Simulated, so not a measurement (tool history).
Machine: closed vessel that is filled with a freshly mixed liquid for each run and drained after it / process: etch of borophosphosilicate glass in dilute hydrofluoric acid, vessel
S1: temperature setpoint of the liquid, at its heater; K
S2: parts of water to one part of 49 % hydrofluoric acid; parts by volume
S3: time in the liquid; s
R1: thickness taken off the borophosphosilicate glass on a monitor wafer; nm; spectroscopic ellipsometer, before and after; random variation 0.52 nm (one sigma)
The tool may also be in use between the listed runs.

Run 1, day 0.000: S1 296.15 K, S2 220 parts by volume, S3 100 s. Result: R1 21.178 nm.
Run 2, day 0.088: S1 298.65 K, S2 175 parts by volume, S3 100 s. Result: R1 30.381 nm.
Run 3, day 0.208: S1 301.65 K, S2 175 parts by volume, S3 100 s. Result: R1 34.211 nm.
Run 4, day 0.558: S1 302.65 K, S2 145 parts by volume, S3 100 s. Result: R1 44.182 nm.
Run 5, day 0.800: S1 303.15 K, S2 130 parts by volume, S3 100 s. Result: R1 51.352 nm.
Run 6, day 0.908: S1 303.15 K, S2 185 parts by volume, S3 100 s. Result: R1 33.848 nm.
Run 7, day 0.975: S1 303.15 K, S2 185 parts by volume, S3 100 s. Result: R1 33.544 nm.
Run 8, day 1.250: S1 303.65 K, S2 160 parts by volume, S3 100 s. Result: R1 41.344 nm.
Run 9, day 1.317: S1 303.65 K, S2 140 parts by volume, S3 100 s. Result: R1 47.478 nm.
Run 10, day 1.467: S1 304.15 K, S2 90 parts by volume, S3 100 s. Result: R1 82.207 nm.
Run 11, day 1.721: S1 302.15 K, S2 90 parts by volume, S3 100 s. Result: R1 74.983 nm.
Run 12, day 1.879: S1 300.15 K, S2 90 parts by volume, S3 100 s. Result: R1 68.778 nm.

The next listed run, before its measurement:
Run 13, day 2.154: S1 299.15 K, S2 90 parts by volume, S3 100 s. Result: R1 ?.

Logged for run 13: R1 67.401 nm.
